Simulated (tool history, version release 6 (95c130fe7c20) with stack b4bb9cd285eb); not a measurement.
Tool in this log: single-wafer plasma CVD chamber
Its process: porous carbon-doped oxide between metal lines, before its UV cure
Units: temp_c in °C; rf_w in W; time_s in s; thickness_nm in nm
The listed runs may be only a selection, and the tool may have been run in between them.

run,hour,temp_c,rf_w,time_s,thickness_nm
1,0.0,315,600,44.0,219.42
2,0.9,315,600,44.0,222.87
3,5.0,315,545,44.0,201.09
4,6.5,319,545,44.0,196.73
5,7.7,311,545,44.0,207.41
6,16.0,311,545,45.4,214.00
7,16.7,311,545,45.4,212.79
# hour 17.5: RF generator calibrated
8,17.5,308,565,45.4,236.82
9,23.0,306,565,45.4,240.10

Run 10 comes next. What will it give?
10,26.9,294,600,45.4,?

Run 10 produced thickness_nm 275.23 nm.

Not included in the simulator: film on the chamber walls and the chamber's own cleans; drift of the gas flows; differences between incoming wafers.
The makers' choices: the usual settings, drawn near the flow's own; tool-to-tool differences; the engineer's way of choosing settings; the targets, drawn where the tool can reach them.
